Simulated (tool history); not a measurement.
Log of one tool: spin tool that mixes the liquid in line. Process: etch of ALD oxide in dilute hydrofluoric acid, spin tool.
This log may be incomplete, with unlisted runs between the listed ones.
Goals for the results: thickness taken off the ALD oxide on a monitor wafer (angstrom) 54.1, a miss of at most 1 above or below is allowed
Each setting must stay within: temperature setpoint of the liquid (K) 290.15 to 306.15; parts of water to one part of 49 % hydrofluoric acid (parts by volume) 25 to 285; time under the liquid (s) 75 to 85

| run | hour | temperature setpoint of the liquid (K) | parts of water to one part of 49 % hydrofluoric acid (parts by volume) | time under the liquid (s) | thickness taken off the ALD oxide on a monitor wafer (angstrom) |
|---|---|---|---|---|---|
| 1 | 0 | 298.15 | 155 | 75 | 70.211 |
| 2 | 8.1 | 298.15 | 210 | 75 | 48.611 |
| 3 | 16.8 | 299.15 | 210 | 75 | 50.446 |
| 4 | 18.1 | 299.15 | 210 | 85 | 57.581 |
| 5 | 18.8 | 299.15 | 175 | 85 | 71.263 |
| 6 | 26.1 | 299.15 | 125 | 85 | 106.42 |
| 7 | 32.1 | 296.65 | 145 | 85 | 80.89 |
| 8 | 40.6 | 296.65 | 145 | 85 | 80.551 |
| 9 | 41.7 | 294.65 | 150 | 85 | 71.809 |
| 10 | 42.4 | 293.15 | 155 | 85 | 65.672 |
| 11 | 47.2 | 292.15 | 160 | 85 | 60.075 |
| 12 | 52.7 | 292.15 | 160 | 85 | 60.37 |
| 13 | 57.6 | 292.15 | 160 | 85 | 60.145 |
| 14 | 60.3 | 291.65 | 160 | 85 | 59.872 |
| 15 | 68 | 291.15 | 160 | 85 | 58.152 |

Consider the 5 candidate settings below. Which is the only one whose results all fall within their allowed miss of target?
| A | 75.7 | 290.65 | 150 | 85 | ? |
| B | 75.7 | 295.65 | 185 | 75 | ? |
| C | 75.7 | 290.15 | 165 | 85 | ? |
| D | 75.7 | 291.15 | 155 | 80 | ? |
| E | 75.7 | 290.15 | 145 | 85 | ? |

| move | thickness taken off the ALD oxide on a monitor wafer (angstrom) |
|---|---|
| A | 61.97 |
| B | 52.089 |
| C | 54.406 |
| D | 57.319 |
| E | 63.115 |
A: further off than the last run
B: takes the biggest miss from the last run beyond its target
C: every result within its allowed miss
D: gains on the last run, yet a result remains outside its allowed miss
E: further off than the last run
So the answer is move C, the one that meets all the targets.
